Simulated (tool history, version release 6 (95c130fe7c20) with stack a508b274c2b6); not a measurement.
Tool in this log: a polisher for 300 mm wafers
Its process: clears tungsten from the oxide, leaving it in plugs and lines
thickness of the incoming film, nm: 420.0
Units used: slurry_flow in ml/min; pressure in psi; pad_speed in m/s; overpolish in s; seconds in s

{"run": 1, "day": 0.0, "slurry_flow": 125, "pressure": 4.2, "pad_speed": 0.88, "slurry_solids": 1, "overpolish": 4, "seconds": 85.911}
{"run": 2, "day": 0.312, "slurry_flow": 125, "pressure": 4, "pad_speed": 0.88, "slurry_solids": 1, "overpolish": 4, "seconds": 90.883}
{"run": 3, "day": 0.4, "slurry_flow": 125, "pressure": 3.8, "pad_speed": 0.88, "slurry_solids": 1, "overpolish": 4, "seconds": 94.548}
{"run": 4, "day": 0.558, "slurry_flow": 125, "pressure": 3.6, "pad_speed": 0.88, "slurry_solids": 1, "overpolish": 4, "seconds": 99.924}
{"run": 5, "day": 0.771, "slurry_flow": 125, "pressure": 3.5, "pad_speed": 0.88, "slurry_solids": 1, "overpolish": 4, "seconds": 103.37}
{"run": 6, "day": 0.938, "slurry_flow": 125, "pressure": 3.4, "pad_speed": 0.88, "slurry_solids": 1, "overpolish": 4, "seconds": 102.45}

Estimate the outcome of run 7 from the log above:
{"run": 7, "day": 1.017, "slurry_flow": 125, "pressure": 3.3, "pad_speed": 0.88, "slurry_solids": 1, "overpolish": 4, "seconds": "?"}

{"run 7": {"seconds": 107.77}}
